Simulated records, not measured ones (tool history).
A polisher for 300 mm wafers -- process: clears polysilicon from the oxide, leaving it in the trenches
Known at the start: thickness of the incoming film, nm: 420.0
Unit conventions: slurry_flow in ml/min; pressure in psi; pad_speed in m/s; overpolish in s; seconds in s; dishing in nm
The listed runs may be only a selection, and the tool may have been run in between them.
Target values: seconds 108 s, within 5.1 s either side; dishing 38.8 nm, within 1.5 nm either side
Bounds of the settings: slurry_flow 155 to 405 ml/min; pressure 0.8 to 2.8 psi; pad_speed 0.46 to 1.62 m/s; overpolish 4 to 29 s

run,day,slurry_flow,pressure,pad_speed,overpolish,seconds,dishing
1,0,260,1.8,1.04,15,41.734,54.077
2,0.175,260,1.8,1.18,15,37.476,55.836
3,0.258,260,1.8,0.96,15,46.419,52.824
4,0.512,260,1.8,0.96,12,45.453,50.652
5,0.796,260,1.7,0.92,11,49.917,46.819
6,1.171,325,1.7,0.92,11,49.383,46.175
7,1.221,320,1.2,0.64,10,96.103,31.436
8,1.396,315,1.2,0.64,12,98.961,35.235
9,1.467,315,1.2,0.64,13,97.83,36.762

4 candidate next runs follow, results not yet known. Just one meets every target within its allowed miss. Identify it.
A,1.538,285,1.4,0.56,17,?,?
B,1.538,330,1.2,0.66,14,?,?
C,1.538,280,1.1,0.72,14,?,?
D,1.538,300,0.8,0.86,16,?,?

move,seconds,dishing
A,96.629,42.613
B,94.524,38.997
C,95.997,38.667
D,108.56,38.893
A: lands further from the targets than the last run did
B: lands further from the targets than the last run did
C: lands further from the targets than the last run did
D: every result within its allowed miss
Answer: D

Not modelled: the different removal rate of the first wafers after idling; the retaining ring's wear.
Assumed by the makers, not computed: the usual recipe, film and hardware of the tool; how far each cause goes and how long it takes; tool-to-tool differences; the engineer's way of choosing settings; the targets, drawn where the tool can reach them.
